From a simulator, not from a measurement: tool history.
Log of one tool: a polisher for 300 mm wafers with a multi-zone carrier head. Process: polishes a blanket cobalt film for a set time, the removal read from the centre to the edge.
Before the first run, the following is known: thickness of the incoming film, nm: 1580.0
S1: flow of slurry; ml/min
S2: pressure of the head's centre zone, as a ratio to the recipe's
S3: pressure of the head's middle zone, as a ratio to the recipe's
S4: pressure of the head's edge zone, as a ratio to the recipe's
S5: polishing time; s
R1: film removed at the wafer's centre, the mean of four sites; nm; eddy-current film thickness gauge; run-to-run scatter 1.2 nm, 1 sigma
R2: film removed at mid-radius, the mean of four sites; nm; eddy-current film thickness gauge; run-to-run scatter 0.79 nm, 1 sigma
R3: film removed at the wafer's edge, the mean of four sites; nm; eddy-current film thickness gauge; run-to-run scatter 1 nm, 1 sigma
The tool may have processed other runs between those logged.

run 1 day=0 | S1=190 S2=1 S3=1 S4=1 S5=38 | R1=130.54 R2=134.44 R3=134.64
run 2 day=0.308 | S1=190 S2=1 S3=1 S4=1 S5=43 | R1=148.71 R2=153.53 R3=153.81
run 3 day=0.4 | S1=185 S2=1 S3=0.97 S4=0.96 S5=38 | R1=130.55 R2=130.94 R3=134.16
run 4 day=0.6 | S1=185 S2=1.01 S3=0.97 S4=0.95 S5=34 | R1=120.15 R2=116.1 R3=119.02
run 5 day=0.729 | S1=225 S2=1.01 S3=0.97 S4=0.95 S5=34 | R1=122.24 R2=120.3 R3=122.73
-- day=0.846 edge zone pressure recalibrated
run 6 day=0.846 | S1=210 S2=1.01 S3=0.96 S4=0.92 S5=32 | R1=114.95 R2=112.21 R3=109.21

What will run 7 give?
run 7 day=0.933 | S1=200 S2=0.99 S3=0.92 S4=0.9 S5=31 | R1=? R2=? R3=?

Logged for run 7: R1 103.44 nm, R2 101.8 nm, R3 104.83 nm.
